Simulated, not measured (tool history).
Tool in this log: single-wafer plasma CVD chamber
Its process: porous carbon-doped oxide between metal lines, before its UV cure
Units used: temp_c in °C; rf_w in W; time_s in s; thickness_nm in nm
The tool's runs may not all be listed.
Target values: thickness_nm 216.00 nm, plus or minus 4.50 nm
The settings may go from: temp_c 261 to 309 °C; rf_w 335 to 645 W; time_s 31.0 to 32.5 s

run 1 hour=0.0 | temp_c=285 rf_w=490 time_s=32.5 | thickness_nm=188.56
run 2 hour=7.0 | temp_c=282 rf_w=495 time_s=32.5 | thickness_nm=193.00
run 3 hour=10.9 | temp_c=279 rf_w=500 time_s=32.5 | thickness_nm=198.13
run 4 hour=19.6 | temp_c=279 rf_w=450 time_s=32.5 | thickness_nm=180.98
run 5 hour=24.9 | temp_c=279 rf_w=450 time_s=31.0 | thickness_nm=170.23
run 6 hour=30.0 | temp_c=277 rf_w=465 time_s=31.0 | thickness_nm=180.11
run 7 hour=36.7 | temp_c=275 rf_w=475 time_s=31.0 | thickness_nm=186.15
run 8 hour=41.8 | temp_c=273 rf_w=480 time_s=31.0 | thickness_nm=187.33
run 9 hour=50.5 | temp_c=272 rf_w=490 time_s=31.0 | thickness_nm=192.39
run 10 hour=51.7 | temp_c=271 rf_w=495 time_s=31.0 | thickness_nm=198.10

4 candidate next runs follow, results not yet known. Just one meets every target within its allowed miss. Identify it.
run A hour=52.9 | temp_c=272 rf_w=445 time_s=31.9 | thickness_nm=?
run B hour=52.9 | temp_c=274 rf_w=530 time_s=32.5 | thickness_nm=?
run C hour=52.9 | temp_c=279 rf_w=520 time_s=32.0 | thickness_nm=?
run D hour=52.9 | temp_c=274 rf_w=470 time_s=31.0 | thickness_nm=?

move=A thickness_nm=181.63
move=B thickness_nm=216.94
move=C thickness_nm=204.13
move=D thickness_nm=185.31
A: the biggest miss grows against the last run
B: all results in spec
C: nearer than the last run, and not there yet
D: the biggest miss grows against the last run
Correct choice: B, which meets every target

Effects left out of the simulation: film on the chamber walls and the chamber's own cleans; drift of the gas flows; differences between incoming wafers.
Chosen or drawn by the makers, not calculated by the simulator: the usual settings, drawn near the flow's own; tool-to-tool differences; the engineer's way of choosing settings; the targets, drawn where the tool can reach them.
